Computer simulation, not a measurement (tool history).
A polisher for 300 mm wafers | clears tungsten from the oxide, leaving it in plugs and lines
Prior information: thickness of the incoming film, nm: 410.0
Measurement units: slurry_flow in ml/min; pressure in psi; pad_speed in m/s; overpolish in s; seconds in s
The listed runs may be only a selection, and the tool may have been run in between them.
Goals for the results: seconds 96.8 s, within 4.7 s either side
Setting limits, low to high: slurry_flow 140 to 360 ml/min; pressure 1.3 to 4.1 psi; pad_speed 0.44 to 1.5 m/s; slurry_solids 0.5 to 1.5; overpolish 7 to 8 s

Run 1, day 0: slurry_flow 230 ml/min, pressure 2.7 psi, pad_speed 0.96 m/s, slurry_solids 1, overpolish 8 s. Result: seconds 133.43 s.
Run 2, day 0.167: slurry_flow 230 ml/min, pressure 2.7 psi, pad_speed 0.96 m/s, slurry_solids 1, overpolish 7 s. Result: seconds 130.86 s.
Run 3, day 0.275: slurry_flow 230 ml/min, pressure 2.8 psi, pad_speed 0.96 m/s, slurry_solids 1, overpolish 7 s. Result: seconds 128.57 s.
Run 4, day 0.433: slurry_flow 230 ml/min, pressure 3.3 psi, pad_speed 0.96 m/s, slurry_solids 1, overpolish 7 s. Result: seconds 109.21 s.
Run 5, day 0.65: slurry_flow 230 ml/min, pressure 3.3 psi, pad_speed 0.8 m/s, slurry_solids 1, overpolish 7 s. Result: seconds 135.62 s.
Run 6, day 0.746: slurry_flow 230 ml/min, pressure 3.1 psi, pad_speed 0.8 m/s, slurry_solids 1, overpolish 7 s. Result: seconds 141.49 s.
Run 7, day 1.112: slurry_flow 230 ml/min, pressure 3.2 psi, pad_speed 0.82 m/s, slurry_solids 1, overpolish 7 s. Result: seconds 135.45 s.
Run 8, day 1.267: slurry_flow 230 ml/min, pressure 3.3 psi, pad_speed 0.82 m/s, slurry_solids 1, overpolish 7 s. Result: seconds 130.97 s.
Run 9, day 1.338: slurry_flow 230 ml/min, pressure 4 psi, pad_speed 0.86 m/s, slurry_solids 1, overpolish 7 s. Result: seconds 107.16 s.

Exactly one of the 4 candidate moves below puts every result within its allowed miss. Which one?
Run A, day 1.408: slurry_flow 240 ml/min, pressure 4.1 psi, pad_speed 0.76 m/s, slurry_solids 0.95, overpolish 7 s. Result: seconds ?.
Run B, day 1.408: slurry_flow 205 ml/min, pressure 3.6 psi, pad_speed 0.8 m/s, slurry_solids 1.2, overpolish 7 s. Result: seconds ?.
Run C, day 1.408: slurry_flow 235 ml/min, pressure 4.1 psi, pad_speed 0.96 m/s, slurry_solids 0.9, overpolish 7 s. Result: seconds ?.
Run D, day 1.408: slurry_flow 235 ml/min, pressure 3.9 psi, pad_speed 0.82 m/s, slurry_solids 0.9, overpolish 7 s. Result: seconds ?.

move  seconds
   A   119.18
   B   118.76
   C   97.211
   D   118.13
A: misses by more than the last run did
B: misses by more than the last run did
C: every result lands within tolerance
D: misses by more than the last run did
C is the move that brings every result within its allowed miss.

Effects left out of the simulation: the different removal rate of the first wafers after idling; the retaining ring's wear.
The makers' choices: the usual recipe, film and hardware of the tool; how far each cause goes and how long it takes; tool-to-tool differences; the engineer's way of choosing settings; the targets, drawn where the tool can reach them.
